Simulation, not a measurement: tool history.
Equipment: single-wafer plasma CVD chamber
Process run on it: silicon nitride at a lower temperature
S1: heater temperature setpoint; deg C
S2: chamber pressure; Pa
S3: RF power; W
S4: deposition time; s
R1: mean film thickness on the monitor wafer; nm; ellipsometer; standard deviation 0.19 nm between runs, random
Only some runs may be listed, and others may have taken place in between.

{"run": 1, "hour": 0.0, "S1": 355, "S2": 200, "S3": 375, "S4": 19.9, "R1": 27.193}
{"run": 2, "hour": 0.9, "S1": 355, "S2": 176, "S3": 375, "S4": 19.9, "R1": 26.836}
{"run": 3, "hour": 5.9, "S1": 355, "S2": 176, "S3": 375, "S4": 19.9, "R1": 26.781}
{"run": 4, "hour": 11.6, "S1": 355, "S2": 176, "S3": 410, "S4": 19.9, "R1": 29.007}
{"run": 5, "hour": 19.1, "S1": 355, "S2": 176, "S3": 410, "S4": 19.9, "R1": 28.823}
{"run": 6, "hour": 23.7, "S1": 355, "S2": 181, "S3": 425, "S4": 19.9, "R1": 29.849}

Run 7 has not been measured yet. What should we expect?
{"run": 7, "hour": 27.9, "S1": 355, "S2": 187, "S3": 435, "S4": 19.9, "R1": "?"}

{"run 7": {"R1": 30.819}}
